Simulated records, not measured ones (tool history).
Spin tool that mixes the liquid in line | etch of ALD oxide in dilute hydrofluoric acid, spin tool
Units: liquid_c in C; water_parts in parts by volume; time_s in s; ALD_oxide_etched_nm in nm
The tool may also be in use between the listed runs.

run 1 day=0 | liquid_c=24 water_parts=95 time_s=15 | ALD_oxide_etched_nm=4.6959
run 2 day=0.158 | liquid_c=22 water_parts=95 time_s=15 | ALD_oxide_etched_nm=4.336
run 3 day=0.488 | liquid_c=20.5 water_parts=95 time_s=15 | ALD_oxide_etched_nm=4.1028
run 4 day=0.604 | liquid_c=20.5 water_parts=95 time_s=15 | ALD_oxide_etched_nm=4.1332
run 5 day=0.875 | liquid_c=20.5 water_parts=125 time_s=15 | ALD_oxide_etched_nm=3.0122
run 6 day=0.967 | liquid_c=20.5 water_parts=140 time_s=15 | ALD_oxide_etched_nm=2.6442

For run 7, what comes out?
run 7 day=1.062 | liquid_c=22.5 water_parts=140 time_s=15 | ALD_oxide_etched_nm=?

ALD_oxide_etched_nm: 2.8597 nm

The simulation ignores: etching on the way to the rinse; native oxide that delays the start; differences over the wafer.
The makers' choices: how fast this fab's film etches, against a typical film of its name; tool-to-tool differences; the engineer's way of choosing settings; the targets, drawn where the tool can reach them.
